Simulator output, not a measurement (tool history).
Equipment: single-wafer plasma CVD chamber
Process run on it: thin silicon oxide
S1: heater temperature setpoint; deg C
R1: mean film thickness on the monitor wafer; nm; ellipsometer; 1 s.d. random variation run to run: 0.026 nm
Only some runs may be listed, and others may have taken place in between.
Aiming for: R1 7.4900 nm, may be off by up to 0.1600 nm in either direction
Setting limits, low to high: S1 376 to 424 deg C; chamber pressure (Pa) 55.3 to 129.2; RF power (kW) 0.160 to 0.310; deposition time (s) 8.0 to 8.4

{"run": 1, "hour": 0.0, "S1": 400, "chamber pressure (Pa)": 92.3, "RF power (kW)": 0.235, "deposition time (s)": 8.4, "R1": 11.947}
{"run": 2, "hour": 3.3, "S1": 400, "chamber pressure (Pa)": 92.3, "RF power (kW)": 0.235, "deposition time (s)": 8.0, "R1": 11.412}
{"run": 3, "hour": 6.3, "S1": 400, "chamber pressure (Pa)": 92.3, "RF power (kW)": 0.235, "deposition time (s)": 8.4, "R1": 11.973}
{"run": 4, "hour": 10.4, "S1": 400, "chamber pressure (Pa)": 92.3, "RF power (kW)": 0.235, "deposition time (s)": 8.4, "R1": 12.033}
{"run": 5, "hour": 14.8, "S1": 400, "chamber pressure (Pa)": 92.3, "RF power (kW)": 0.25, "deposition time (s)": 8.4, "R1": 12.301}
{"run": 6, "hour": 20.5, "S1": 400, "chamber pressure (Pa)": 84.0, "RF power (kW)": 0.24, "deposition time (s)": 8.4, "R1": 11.034}
{"run": 7, "hour": 26.5, "S1": 400, "chamber pressure (Pa)": 65.6, "RF power (kW)": 0.205, "deposition time (s)": 8.2, "R1": 7.8668}
{"run": 8, "hour": 35.2, "S1": 400, "chamber pressure (Pa)": 64.7, "RF power (kW)": 0.205, "deposition time (s)": 8.2, "R1": 7.7088}
{"run": 9, "hour": 40.9, "S1": 400, "chamber pressure (Pa)": 64.1, "RF power (kW)": 0.205, "deposition time (s)": 8.2, "R1": 7.7036}

Below are 4 possible settings for the next run. Only one of them brings all results inside the allowed miss of their targets. Which is it?
{"run": "A", "hour": 46.6, "S1": 404, "chamber pressure (Pa)": 70.4, "RF power (kW)": 0.165, "deposition time (s)": 8.2, "R1": "?"}
{"run": "B", "hour": 46.6, "S1": 405, "chamber pressure (Pa)": 65.9, "RF power (kW)": 0.195, "deposition time (s)": 8.0, "R1": "?"}
{"run": "C", "hour": 46.6, "S1": 395, "chamber pressure (Pa)": 62.8, "RF power (kW)": 0.23, "deposition time (s)": 8.0, "R1": "?"}
{"run": "D", "hour": 46.6, "S1": 401, "chamber pressure (Pa)": 63.5, "RF power (kW)": 0.21, "deposition time (s)": 8.4, "R1": "?"}

move=A R1=7.6922
move=B R1=7.5127
move=C R1=7.7013
move=D R1=7.8547
A: nearer than the last run, and not there yet
B: every result lands within tolerance
C: neither nearer nor further off than the last run
D: misses by more than the last run did
Correct choice: B, which meets every target
